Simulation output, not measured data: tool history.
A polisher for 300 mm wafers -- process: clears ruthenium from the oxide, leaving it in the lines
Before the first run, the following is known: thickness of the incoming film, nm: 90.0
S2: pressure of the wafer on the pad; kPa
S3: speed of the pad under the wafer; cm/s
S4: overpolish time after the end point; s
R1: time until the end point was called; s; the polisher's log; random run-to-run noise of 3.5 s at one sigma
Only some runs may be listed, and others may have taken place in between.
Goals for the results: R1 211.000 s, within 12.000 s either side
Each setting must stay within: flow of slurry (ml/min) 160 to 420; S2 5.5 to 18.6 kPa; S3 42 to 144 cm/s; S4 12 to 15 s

{"run": 1, "hour": 0.0, "flow of slurry (ml/min)": 270, "S2": 11.7, "S3": 92, "S4": 15, "R1": 94.961}
{"run": 2, "hour": 5.5, "flow of slurry (ml/min)": 270, "S2": 14.5, "S3": 92, "S4": 15, "R1": 77.429}
{"run": 3, "hour": 8.4, "flow of slurry (ml/min)": 245, "S2": 14.5, "S3": 92, "S4": 15, "R1": 75.458}
{"run": 4, "hour": 11.7, "flow of slurry (ml/min)": 245, "S2": 14.5, "S3": 70, "S4": 15, "R1": 102.16}
{"run": 5, "hour": 13.9, "flow of slurry (ml/min)": 245, "S2": 13.1, "S3": 68, "S4": 15, "R1": 115.9}
{"run": 6, "hour": 15.4, "flow of slurry (ml/min)": 275, "S2": 13.1, "S3": 68, "S4": 15, "R1": 110.64}
{"run": 7, "hour": 17.1, "flow of slurry (ml/min)": 270, "S2": 12.4, "S3": 68, "S4": 15, "R1": 117.69}
{"run": 8, "hour": 20.8, "flow of slurry (ml/min)": 270, "S2": 9.0, "S3": 62, "S4": 15, "R1": 176.39}
{"run": 9, "hour": 27.5, "flow of slurry (ml/min)": 260, "S2": 8.3, "S3": 62, "S4": 15, "R1": 191.21}
{"run": 10, "hour": 30.1, "flow of slurry (ml/min)": 255, "S2": 8.3, "S3": 62, "S4": 15, "R1": 197.86}
{"run": 11, "hour": 37.7, "flow of slurry (ml/min)": 250, "S2": 8.3, "S3": 62, "S4": 15, "R1": 195.62}
{"run": 12, "hour": 44.5, "flow of slurry (ml/min)": 245, "S2": 8.3, "S3": 62, "S4": 15, "R1": 191.91}

Which of these 5 next moves meets every target?
{"run": "A", "hour": 51.3, "flow of slurry (ml/min)": 230, "S2": 6.9, "S3": 80, "S4": 15, "R1": "?"}
{"run": "B", "hour": 51.3, "flow of slurry (ml/min)": 255, "S2": 7.6, "S3": 74, "S4": 15, "R1": "?"}
{"run": "C", "hour": 51.3, "flow of slurry (ml/min)": 255, "S2": 7.6, "S3": 60, "S4": 15, "R1": "?"}
{"run": "D", "hour": 51.3, "flow of slurry (ml/min)": 230, "S2": 11.0, "S3": 58, "S4": 15, "R1": "?"}
{"run": "E", "hour": 51.3, "flow of slurry (ml/min)": 300, "S2": 10.3, "S3": 54, "S4": 15, "R1": "?"}

move=A R1=185.960
move=B R1=180.770
move=C R1=221.040
move=D R1=161.270
move=E R1=178.320
A: the biggest miss grows against the last run
B: the biggest miss grows against the last run
C: meets every target
D: the biggest miss grows against the last run
E: the biggest miss grows against the last run
C meets every target.
